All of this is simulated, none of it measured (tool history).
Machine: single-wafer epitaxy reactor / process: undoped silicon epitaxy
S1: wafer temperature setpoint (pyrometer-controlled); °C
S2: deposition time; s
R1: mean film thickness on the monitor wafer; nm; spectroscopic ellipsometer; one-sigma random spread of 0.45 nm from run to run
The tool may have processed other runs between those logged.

run,hour,S1,S2,R1
1,0.0,665,252,64.996
2,4.4,667,252,67.864
3,11.6,669,252,71.025
4,15.5,675,252,82.795
5,19.1,669,252,70.480
6,24.1,669,288,80.957
7,29.0,670,288,83.434

What does the tool deliver on the next run?
8,36.8,671,288,?

{"run 8": {"R1": 85.258}}
